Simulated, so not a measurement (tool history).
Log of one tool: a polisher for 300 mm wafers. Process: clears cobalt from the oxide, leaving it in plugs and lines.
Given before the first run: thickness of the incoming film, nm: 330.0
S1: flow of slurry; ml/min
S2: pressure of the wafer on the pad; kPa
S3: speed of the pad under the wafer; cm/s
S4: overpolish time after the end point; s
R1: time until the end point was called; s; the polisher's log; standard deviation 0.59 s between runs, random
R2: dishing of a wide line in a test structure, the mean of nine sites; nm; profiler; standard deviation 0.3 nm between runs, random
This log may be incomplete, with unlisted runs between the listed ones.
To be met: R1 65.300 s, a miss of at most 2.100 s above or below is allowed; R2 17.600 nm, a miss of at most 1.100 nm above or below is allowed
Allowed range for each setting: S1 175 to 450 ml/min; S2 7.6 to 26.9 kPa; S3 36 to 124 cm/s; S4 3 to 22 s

Run 1, hour 0.0: S1 290 ml/min, S2 17.2 kPa, S3 80 cm/s, S4 11 s. Result: R1 58.819 s, R2 23.647 nm.
Run 2, hour 6.5: S1 290 ml/min, S2 17.2 kPa, S3 66 cm/s, S4 11 s. Result: R1 69.636 s, R2 22.670 nm.
Run 3, hour 10.9: S1 350 ml/min, S2 17.2 kPa, S3 66 cm/s, S4 11 s. Result: R1 69.064 s, R2 22.731 nm.
Run 4, hour 19.3: S1 350 ml/min, S2 17.2 kPa, S3 84 cm/s, S4 11 s. Result: R1 55.227 s, R2 24.056 nm.
Run 5, hour 21.3: S1 350 ml/min, S2 16.5 kPa, S3 84 cm/s, S4 10 s. Result: R1 56.978 s, R2 23.346 nm.
Run 6, hour 25.5: S1 320 ml/min, S2 16.5 kPa, S3 84 cm/s, S4 10 s. Result: R1 57.576 s, R2 23.297 nm.
Run 7, hour 28.0: S1 320 ml/min, S2 16.5 kPa, S3 84 cm/s, S4 9 s. Result: R1 58.438 s, R2 22.720 nm.
Run 8, hour 31.0: S1 315 ml/min, S2 14.5 kPa, S3 84 cm/s, S4 3 s. Result: R1 65.493 s, R2 10.881 nm.
Run 9, hour 33.6: S1 320 ml/min, S2 15.9 kPa, S3 78 cm/s, S4 8 s. Result: R1 64.619 s, R2 21.161 nm.
Run 10, hour 38.6: S1 320 ml/min, S2 15.9 kPa, S3 76 cm/s, S4 7 s. Result: R1 66.063 s, R2 18.861 nm.

Exactly one of the 4 candidate moves below puts every result within its allowed miss. Which one?
Run A, hour 43.6: S1 325 ml/min, S2 14.5 kPa, S3 78 cm/s, S4 8 s. Result: R1 ?, R2 ?.
Run B, hour 43.6: S1 305 ml/min, S2 17.9 kPa, S3 74 cm/s, S4 7 s. Result: R1 ?, R2 ?.
Run C, hour 43.6: S1 280 ml/min, S2 17.2 kPa, S3 72 cm/s, S4 6 s. Result: R1 ?, R2 ?.
Run D, hour 43.6: S1 315 ml/min, S2 18.6 kPa, S3 70 cm/s, S4 8 s. Result: R1 ?, R2 ?.

move      R1      R2
   A  70.739  19.555
   B  60.768  19.704
   C  65.161  17.519
   D  61.693  20.817
A: its largest miss is bigger than the last run's
B: its largest miss is bigger than the last run's
C: every result lands within tolerance
D: its largest miss is bigger than the last run's
The move that meets every target is C.
